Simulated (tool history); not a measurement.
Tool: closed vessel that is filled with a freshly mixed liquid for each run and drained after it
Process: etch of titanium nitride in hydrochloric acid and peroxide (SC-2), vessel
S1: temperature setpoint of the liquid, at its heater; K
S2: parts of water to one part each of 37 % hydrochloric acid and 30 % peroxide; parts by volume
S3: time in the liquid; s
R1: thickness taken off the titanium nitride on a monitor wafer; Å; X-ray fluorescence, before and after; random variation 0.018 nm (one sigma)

run,hour,S1,S2,S3,R1
1,0,325.15,9,580,126.94
2,4.1,321.65,9,580,100.84
3,12,321.65,9,580,100.05
4,19.6,321.65,7,580,122.86
5,20.2,321.65,7,460,96.826
6,21.3,321.65,7,580,122.49
7,29.4,318.65,7,580,99.824
8,30.9,316.15,7.5,580,79.71

Run 9 comes next. What will it give?
9,34.5,314.65,7.5,580,?

{"run 9": {"R1": 71.643}}

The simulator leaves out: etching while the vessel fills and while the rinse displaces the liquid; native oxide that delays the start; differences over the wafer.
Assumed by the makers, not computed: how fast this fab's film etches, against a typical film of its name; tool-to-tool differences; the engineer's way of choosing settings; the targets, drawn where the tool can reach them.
